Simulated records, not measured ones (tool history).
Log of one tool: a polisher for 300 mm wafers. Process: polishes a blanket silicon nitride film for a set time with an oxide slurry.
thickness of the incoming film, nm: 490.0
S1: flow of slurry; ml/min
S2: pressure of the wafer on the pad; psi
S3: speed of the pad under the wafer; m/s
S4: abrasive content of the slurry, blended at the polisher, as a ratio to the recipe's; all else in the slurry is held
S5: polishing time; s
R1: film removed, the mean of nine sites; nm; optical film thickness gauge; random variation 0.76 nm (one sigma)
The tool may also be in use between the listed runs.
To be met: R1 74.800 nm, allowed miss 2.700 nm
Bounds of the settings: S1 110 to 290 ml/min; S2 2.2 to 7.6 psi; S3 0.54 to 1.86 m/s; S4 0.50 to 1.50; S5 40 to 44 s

run,hour,S1,S2,S3,S4,S5,R1
1,0.0,185,4.9,1.18,1.00,44,51.000
2,3.6,185,4.9,1.18,1.00,40,46.189
3,10.5,185,4.9,1.36,1.00,40,51.625
4,15.4,185,4.9,1.36,1.00,44,55.879
5,21.1,185,5.1,1.36,1.00,44,58.614
6,29.0,185,5.1,1.50,1.00,44,63.433
7,32.3,185,5.2,1.50,1.00,44,64.005
# hour 37.0: slurry nozzle cleaned
8,37.0,200,6.1,1.52,1.00,44,79.658

5 next moves are on the table. One of them brings every result within its allowed miss. Which?
A,41.7,180,6.2,1.26,1.25,41,?
B,41.7,150,5.6,1.58,1.00,42,?
C,41.7,235,7.2,1.12,1.15,41,?
D,41.7,215,6.0,1.72,1.05,44,?
E,41.7,195,6.3,1.44,1.35,42,?

move,R1
A,71.174
B,70.535
C,74.794
D,89.448
E,85.186
A: takes the result that was furthest off past its target
B: takes the result that was furthest off past its target
C: meets every target
D: further off than the last run
E: further off than the last run
Move C is the one to make.
